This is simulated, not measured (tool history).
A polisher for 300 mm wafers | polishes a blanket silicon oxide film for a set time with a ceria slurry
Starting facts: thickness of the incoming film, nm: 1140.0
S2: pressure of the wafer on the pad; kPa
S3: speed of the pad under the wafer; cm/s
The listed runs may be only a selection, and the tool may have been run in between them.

Run 1, hour 0.0: flow of slurry (ml/min) 225, S2 22.1 kPa, S3 106 cm/s, polishing time (s) 78. Result: film removed (Å) 2984.7.
Run 2, hour 1.7: flow of slurry (ml/min) 225, S2 20.0 kPa, S3 106 cm/s, polishing time (s) 78. Result: film removed (Å) 2739.5.
Run 3, hour 3.8: flow of slurry (ml/min) 225, S2 18.6 kPa, S3 106 cm/s, polishing time (s) 78. Result: film removed (Å) 2598.3.
Run 4, hour 10.5: flow of slurry (ml/min) 225, S2 22.1 kPa, S3 106 cm/s, polishing time (s) 78. Result: film removed (Å) 3042.6.
Run 5, hour 17.8: flow of slurry (ml/min) 225, S2 20.7 kPa, S3 106 cm/s, polishing time (s) 78. Result: film removed (Å) 2879.9.
Run 6, hour 21.9: flow of slurry (ml/min) 225, S2 19.3 kPa, S3 106 cm/s, polishing time (s) 78. Result: film removed (Å) 2678.9.
Run 7, hour 28.2: flow of slurry (ml/min) 225, S2 17.9 kPa, S3 106 cm/s, polishing time (s) 78. Result: film removed (Å) 2489.4.

The next listed run, before its measurement:
Run 8, hour 30.9: flow of slurry (ml/min) 225, S2 17.2 kPa, S3 106 cm/s, polishing time (s) 78. Result: film removed (Å) ?.

film removed (Å): 2374.0
